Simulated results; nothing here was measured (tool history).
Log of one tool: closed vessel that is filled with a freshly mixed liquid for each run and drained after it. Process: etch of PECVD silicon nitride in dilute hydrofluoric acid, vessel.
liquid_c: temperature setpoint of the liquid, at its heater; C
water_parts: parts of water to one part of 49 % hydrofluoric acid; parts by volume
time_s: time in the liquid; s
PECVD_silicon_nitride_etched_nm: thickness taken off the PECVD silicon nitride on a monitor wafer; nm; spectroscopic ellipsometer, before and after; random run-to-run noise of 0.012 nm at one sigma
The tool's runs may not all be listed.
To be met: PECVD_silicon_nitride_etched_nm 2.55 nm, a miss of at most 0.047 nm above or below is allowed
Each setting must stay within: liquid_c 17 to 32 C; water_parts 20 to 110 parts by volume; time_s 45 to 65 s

run,hour,liquid_c,water_parts,time_s,PECVD_silicon_nitride_etched_nm
1,0,24,60,65,5.0524
2,4,26,60,65,5.7624
3,5.7,24,60,65,5.0547
4,10.7,22,60,65,4.4317
5,18.9,25,60,65,5.4299
6,23.5,23.5,65,65,4.5163
7,27.8,22,65,65,4.054
8,36.6,21,65,65,3.8182
9,37.8,20,65,65,3.5588

Next run, 4 choices. One meets every target within its allowed miss, the rest don't. Which?
A,39,18,70,60,?
B,39,27,95,45,?
C,39,21,75,50,?
D,39,17.5,55,45,?

move,PECVD_silicon_nitride_etched_nm
A,2.6776
B,2.7247
C,2.5668
D,2.4502
A: closer than the last run, but not yet in spec
B: closer than the last run, but not yet in spec
C: meets every target
D: carries the result that was furthest off beyond its target, to the other side
The move that meets every target is C.
